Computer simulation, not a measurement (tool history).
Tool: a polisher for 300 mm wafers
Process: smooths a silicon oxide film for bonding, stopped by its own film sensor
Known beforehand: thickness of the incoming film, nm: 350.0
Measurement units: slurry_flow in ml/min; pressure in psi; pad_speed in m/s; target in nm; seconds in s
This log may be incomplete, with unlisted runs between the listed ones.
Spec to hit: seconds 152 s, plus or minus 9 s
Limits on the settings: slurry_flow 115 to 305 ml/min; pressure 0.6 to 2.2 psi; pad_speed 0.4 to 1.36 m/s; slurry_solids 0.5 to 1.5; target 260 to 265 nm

run,hour,slurry_flow,pressure,pad_speed,slurry_solids,target,seconds
1,0,195,1.4,0.88,1,265,253.32
2,5.9,195,1.4,1,1,265,233.22
3,14.4,230,1.4,1,1,265,234.51
4,17.4,230,1.1,1,1,265,288.94
5,19.8,230,1.4,1.02,1,265,229.38
6,26.9,230,1.6,1.04,1,265,199.72
7,34.1,230,1.7,1.06,1,265,189.02
8,39.5,230,1.8,1.08,1,265,175.64
9,44.4,230,1.9,1.08,1,265,164.83

Which single option among these 5 for the next run brings every result within its allowed miss of target? Just one does.
A,49.3,210,1.9,1.18,0.9,263,?
B,49.3,220,1.9,1.06,0.95,265,?
C,49.3,255,2.2,1.04,1,260,?
D,49.3,205,2,0.88,1.05,261,?
E,49.3,190,1.7,1.2,0.95,264,?

move,seconds
A,172.52
B,172.34
C,153.21
D,180.95
E,185.49
A: lands further from the targets than the last run did
B: lands further from the targets than the last run did
C: every result within its allowed miss
D: lands further from the targets than the last run did
E: lands further from the targets than the last run did
So the answer is move C, the one that meets all the targets.
